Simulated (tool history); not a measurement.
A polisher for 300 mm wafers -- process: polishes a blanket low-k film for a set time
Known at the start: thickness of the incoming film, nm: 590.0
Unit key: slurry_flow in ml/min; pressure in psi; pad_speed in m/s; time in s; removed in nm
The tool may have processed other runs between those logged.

| run | hour | slurry_flow | pressure | pad_speed | slurry_solids | time | removed |
|---|---|---|---|---|---|---|---|
| 1 | 0 | 230 | 1.5 | 0.98 | 1 | 55 | 19.523 |
| 2 | 1 | 225 | 1.4 | 0.98 | 1 | 55 | 18.21 |
| 3 | 4.5 | 225 | 1.4 | 1.22 | 1 | 55 | 21.372 |
| 4 | 12.8 | 220 | 1.3 | 1.22 | 1 | 55 | 19.731 |
| 5 | 19.3 | 270 | 1.3 | 1.22 | 1 | 55 | 20.13 |
| 6 | 26.9 | 270 | 1.3 | 1.22 | 1.1 | 55 | 21.305 |

Run 7, settings as shown, results not yet in. Your forecast:
| 7 | 30.3 | 270 | 1.2 | 1.22 | 1.1 | 55 | ? |

Logged for run 7: removed 19.7 nm.
